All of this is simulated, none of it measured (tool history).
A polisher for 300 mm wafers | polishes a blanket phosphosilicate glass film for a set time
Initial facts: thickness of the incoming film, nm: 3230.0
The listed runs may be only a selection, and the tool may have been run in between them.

run  hour  flow of slurry (ml/min)  pressure of the wafer on the pad (kPa)  speed of the pad under the wafer (cm/s)  abrasive content of the slurry  polishing time (s)  film removed (Å)
  1   0.0                      145                                    15.2                                      126                             1.0                  59            3775.6
  2   0.6                      145                                    15.2                                      158                             1.0                  59            4569.8
  3   1.6                      145                                    18.6                                      158                             1.0                  59            5633.3
  4   8.8                      145                                    17.2                                      158                             1.0                  59            5201.6
  5  10.6                      110                                    17.2                                      158                             1.0                  59            4883.3
  6  15.7                      110                                    17.2                                      158                             1.0                  59            4867.4

Run 7, settings as shown, results not yet in. Your forecast:
  7  20.7                      125                                    19.3                                      164                             1.0                  59                 ?

{"run 7": {"film removed (Å)": 5867.1}}
